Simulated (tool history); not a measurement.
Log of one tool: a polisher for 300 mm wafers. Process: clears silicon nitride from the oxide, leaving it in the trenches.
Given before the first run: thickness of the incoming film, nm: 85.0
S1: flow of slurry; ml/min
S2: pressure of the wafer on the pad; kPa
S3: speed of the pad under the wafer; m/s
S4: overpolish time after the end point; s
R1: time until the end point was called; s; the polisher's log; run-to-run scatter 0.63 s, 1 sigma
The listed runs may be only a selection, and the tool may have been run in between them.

run	hour	S1	S2	S3	S4	R1
1	0	150	20	1.24	19	79.243
2	4	150	17.2	1.24	19	91.345
3	8.2	150	17.2	1.5	19	74.714
4	11.3	150	17.2	1.66	19	67.812
5	14.1	135	17.2	1.66	19	69.9
6	17.7	150	17.9	1.66	19	64.681

Run 7, settings as shown, results not yet in. Your forecast:
7	25.5	160	17.9	1.66	19	?

{"run 7": {"R1": 67.325}}
